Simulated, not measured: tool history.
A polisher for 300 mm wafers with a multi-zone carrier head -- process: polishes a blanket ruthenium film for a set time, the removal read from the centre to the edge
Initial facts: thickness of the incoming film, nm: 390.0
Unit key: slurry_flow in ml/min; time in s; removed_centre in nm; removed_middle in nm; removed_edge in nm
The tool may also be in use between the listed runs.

run	day	slurry_flow	centre_zone	middle_zone	edge_zone	time	removed_centre	removed_middle	removed_edge
1	0.000	270	1.00	1.00	1.00	85	96.936	94.700	95.774
2	0.071	340	1.00	1.00	1.00	85	97.943	94.765	96.303
3	0.379	340	0.93	1.00	1.00	85	91.699	93.508	95.701
4	0.462	310	0.91	0.98	0.99	78	81.525	87.559	87.921
5	0.812	310	0.91	0.98	0.92	78	80.993	84.667	85.295
6	1.058	280	0.91	0.98	0.92	78	81.524	85.411	84.697
7	1.154	260	0.89	0.95	0.91	72	73.413	77.467	78.151
8	1.233	260	0.89	0.95	0.91	72	72.575	75.422	78.317
9	1.438	250	0.88	0.94	0.91	67	67.742	69.969	70.323
10	1.467	260	0.87	0.93	0.95	62	61.678	64.985	68.659
11	1.579	260	0.86	0.92	0.95	59	57.596	60.760	62.962
12	1.921	260	0.85	0.91	0.97	57	55.156	59.213	63.687

The next listed run, before its measurement:
13	1.967	260	0.84	0.90	0.97	55	?	?	?

removed_centre: 52.901 nm
removed_middle: 56.621 nm
removed_edge: 60.798 nm
